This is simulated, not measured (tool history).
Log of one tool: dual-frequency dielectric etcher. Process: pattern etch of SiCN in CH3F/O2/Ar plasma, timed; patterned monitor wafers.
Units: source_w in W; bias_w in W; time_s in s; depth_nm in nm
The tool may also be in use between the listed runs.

Run 1, hour 0.0: source_w 510 W, bias_w 74 W, time_s 52.5 s. Result: depth_nm 22.246 nm.
Run 2, hour 3.2: source_w 530 W, bias_w 74 W, time_s 52.5 s. Result: depth_nm 22.663 nm.
Run 3, hour 11.0: source_w 550 W, bias_w 74 W, time_s 52.5 s. Result: depth_nm 23.014 nm.
Run 4, hour 12.9: source_w 550 W, bias_w 74 W, time_s 48.5 s. Result: depth_nm 21.115 nm.
Run 5, hour 17.6: source_w 550 W, bias_w 63 W, time_s 48.5 s. Result: depth_nm 20.174 nm.
Run 6, hour 25.9: source_w 550 W, bias_w 52 W, time_s 48.5 s. Result: depth_nm 19.219 nm.
Run 7, hour 27.0: source_w 570 W, bias_w 56 W, time_s 48.5 s. Result: depth_nm 19.797 nm.
Run 8, hour 33.8: source_w 580 W, bias_w 59 W, time_s 48.5 s. Result: depth_nm 20.033 nm.

The next listed run, before its measurement:
Run 9, hour 41.9: source_w 680 W, bias_w 73 W, time_s 51.0 s. Result: depth_nm ?.

Run 9 gave depth_nm 24.140 nm.
